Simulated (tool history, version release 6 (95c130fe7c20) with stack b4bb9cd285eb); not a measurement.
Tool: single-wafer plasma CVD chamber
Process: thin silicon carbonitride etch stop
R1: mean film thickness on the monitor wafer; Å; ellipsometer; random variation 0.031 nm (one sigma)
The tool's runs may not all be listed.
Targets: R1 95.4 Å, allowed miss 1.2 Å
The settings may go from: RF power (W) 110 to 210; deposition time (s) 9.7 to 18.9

run 1 hour=0 | RF_power_(W)=160 deposition_time_(s)=14.3 | R1=86.869
run 2 hour=8.3 | RF_power_(W)=170 deposition_time_(s)=14.3 | R1=88.247
run 3 hour=17.2 | RF_power_(W)=175 deposition_time_(s)=14.4 | R1=90.26
run 4 hour=26.2 | RF_power_(W)=175 deposition_time_(s)=12.6 | R1=79.397
run 5 hour=30 | RF_power_(W)=175 deposition_time_(s)=13.3 | R1=83.244
run 6 hour=37.6 | RF_power_(W)=180 deposition_time_(s)=13.5 | R1=85.627
run 7 hour=45 | RF_power_(W)=185 deposition_time_(s)=13.6 | R1=87.05
run 8 hour=47.6 | RF_power_(W)=185 deposition_time_(s)=13.6 | R1=86.867
run 9 hour=53.3 | RF_power_(W)=190 deposition_time_(s)=13.7 | R1=88.019
run 10 hour=55.4 | RF_power_(W)=195 deposition_time_(s)=13.8 | R1=89.61
run 11 hour=56 | RF_power_(W)=200 deposition_time_(s)=13.9 | R1=90.876
run 12 hour=57.5 | RF_power_(W)=200 deposition_time_(s)=14 | R1=91.786
run 13 hour=61.8 | RF_power_(W)=200 deposition_time_(s)=14.1 | R1=92.164
run 14 hour=69.5 | RF_power_(W)=200 deposition_time_(s)=14.2 | R1=93.098

Consider the 4 candidate settings below. Which is the only one whose results all fall within their allowed miss of target?
run A hour=77.2 | RF_power_(W)=195 deposition_time_(s)=14.2 | R1=?
run B hour=77.2 | RF_power_(W)=185 deposition_time_(s)=14.9 | R1=?
run C hour=77.2 | RF_power_(W)=200 deposition_time_(s)=14.1 | R1=?
run D hour=77.2 | RF_power_(W)=210 deposition_time_(s)=13.9 | R1=?

move=A R1=92.241
move=B R1=95.224
move=C R1=92.31
move=D R1=92.382
A: its largest miss is bigger than the last run's
B: hits every target within its allowed miss
C: its largest miss is bigger than the last run's
D: its largest miss is bigger than the last run's
Move B is the one to make.
